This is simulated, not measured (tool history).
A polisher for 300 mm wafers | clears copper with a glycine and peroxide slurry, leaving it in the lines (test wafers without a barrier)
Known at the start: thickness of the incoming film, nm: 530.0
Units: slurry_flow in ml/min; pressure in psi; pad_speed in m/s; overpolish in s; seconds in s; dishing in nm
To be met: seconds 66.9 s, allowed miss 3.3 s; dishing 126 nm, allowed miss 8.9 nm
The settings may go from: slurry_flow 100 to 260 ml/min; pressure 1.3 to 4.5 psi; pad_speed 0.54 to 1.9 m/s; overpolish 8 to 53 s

run 1 day=0 | slurry_flow=165 pressure=2.9 pad_speed=1.22 overpolish=27 | seconds=95.17 dishing=86.098
run 2 day=0.212 | slurry_flow=165 pressure=2.9 pad_speed=1.4 overpolish=27 | seconds=85.895 dishing=90.095
run 3 day=0.542 | slurry_flow=165 pressure=3.1 pad_speed=1.4 overpolish=29 | seconds=81.054 dishing=96.413
run 4 day=0.654 | slurry_flow=165 pressure=3.1 pad_speed=1.4 overpolish=21 | seconds=78.157 dishing=80.628
run 5 day=0.879 | slurry_flow=165 pressure=3.3 pad_speed=1.4 overpolish=25 | seconds=75.803 dishing=95.108
run 6 day=1.042 | slurry_flow=165 pressure=3.5 pad_speed=1.4 overpolish=27 | seconds=72.851 dishing=100.17
run 7 day=1.167 | slurry_flow=165 pressure=3.6 pad_speed=1.4 overpolish=29 | seconds=71.501 dishing=110.89
run 8 day=1.25 | slurry_flow=165 pressure=3.7 pad_speed=1.4 overpolish=30 | seconds=70.895 dishing=116.02
run 9 day=1.433 | slurry_flow=165 pressure=3.8 pad_speed=1.4 overpolish=30 | seconds=66.626 dishing=113.84

4 next moves are on the table. One of them brings every result within its allowed miss. Which?
run A day=1.617 | slurry_flow=165 pressure=4 pad_speed=1.36 overpolish=22 | seconds=? dishing=?
run B day=1.617 | slurry_flow=165 pressure=4 pad_speed=1.26 overpolish=27 | seconds=? dishing=?
run C day=1.617 | slurry_flow=185 pressure=4.1 pad_speed=1.24 overpolish=27 | seconds=? dishing=?
run D day=1.617 | slurry_flow=145 pressure=4 pad_speed=1.36 overpolish=34 | seconds=? dishing=?

move=A seconds=66.002 dishing=99.402
move=B seconds=69.494 dishing=109
move=C seconds=67.511 dishing=111.16
move=D seconds=67.505 dishing=124.36
A: further off than the last run
B: further off than the last run
C: further off than the last run
D: meets every target
Move D is the one to make.

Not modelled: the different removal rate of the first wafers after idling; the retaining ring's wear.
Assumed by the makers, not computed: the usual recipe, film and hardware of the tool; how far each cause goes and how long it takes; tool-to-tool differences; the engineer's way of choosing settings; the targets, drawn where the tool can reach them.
